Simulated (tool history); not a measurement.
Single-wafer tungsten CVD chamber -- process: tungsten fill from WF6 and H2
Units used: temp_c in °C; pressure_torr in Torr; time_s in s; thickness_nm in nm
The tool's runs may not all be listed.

run  hour  temp_c  pressure_torr  time_s  thickness_nm
  1     0     395           51.3    26.2         87.34
  2   5.7     395           51.3    24.9        82.823
  3   7.7     395           46.2    24.9        79.435
  4  15.5     395           50.5    24.9        82.894
  5  19.7     395           42.5    24.9        76.928
  6  25.7     397           42.7    24.9         79.19
  7  27.1     399           42.9    24.9        82.594

For run 8, what comes out?
  8    31     401           43.1    24.9             ?

{"run 8": {"thickness_nm": 85.071}}
